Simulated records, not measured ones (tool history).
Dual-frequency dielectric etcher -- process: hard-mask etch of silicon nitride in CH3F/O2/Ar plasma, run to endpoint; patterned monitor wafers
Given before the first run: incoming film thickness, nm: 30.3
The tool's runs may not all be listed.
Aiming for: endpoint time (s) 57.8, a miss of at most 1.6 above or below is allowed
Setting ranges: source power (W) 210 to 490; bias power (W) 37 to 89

Run 1, hour 0: source power (W) 350, bias power (W) 63. Result: endpoint time (s) 48.074.
Run 2, hour 5.8: source power (W) 350, bias power (W) 68. Result: endpoint time (s) 47.067.
Run 3, hour 10.1: source power (W) 350, bias power (W) 73. Result: endpoint time (s) 45.688.
Run 4, hour 15.4: source power (W) 320, bias power (W) 69. Result: endpoint time (s) 48.676.
Run 5, hour 24.2: source power (W) 280, bias power (W) 69. Result: endpoint time (s) 53.646.
Run 6, hour 24.8: source power (W) 320, bias power (W) 69. Result: endpoint time (s) 49.787.
Run 7, hour 28.8: source power (W) 300, bias power (W) 68. Result: endpoint time (s) 51.281.
Run 8, hour 29.7: source power (W) 290, bias power (W) 67. Result: endpoint time (s) 52.307.
Run 9, hour 37.5: source power (W) 280, bias power (W) 67. Result: endpoint time (s) 53.227.
Run 10, hour 43.4: source power (W) 270, bias power (W) 67. Result: endpoint time (s) 55.085.
Run 11, hour 49.7: source power (W) 240, bias power (W) 66. Result: endpoint time (s) 59.51.

5 candidate next runs follow, results not yet known. Just one meets every target within its allowed miss. Identify it.
Run A, hour 56: source power (W) 230, bias power (W) 63. Result: endpoint time (s) ?.
Run B, hour 56: source power (W) 250, bias power (W) 68. Result: endpoint time (s) ?.
Run C, hour 56: source power (W) 220, bias power (W) 72. Result: endpoint time (s) ?.
Run D, hour 56: source power (W) 250, bias power (W) 86. Result: endpoint time (s) ?.
Run E, hour 56: source power (W) 280, bias power (W) 65. Result: endpoint time (s) ?.

move  endpoint time (s)
   A             62.038
   B               57.2
   C             61.606
   D             53.209
   E             53.825
A: its largest miss is bigger than the last run's
B: each result inside its tolerance
C: its largest miss is bigger than the last run's
D: takes the biggest miss from the last run beyond its target
E: takes the biggest miss from the last run beyond its target
The move that meets every target is B.
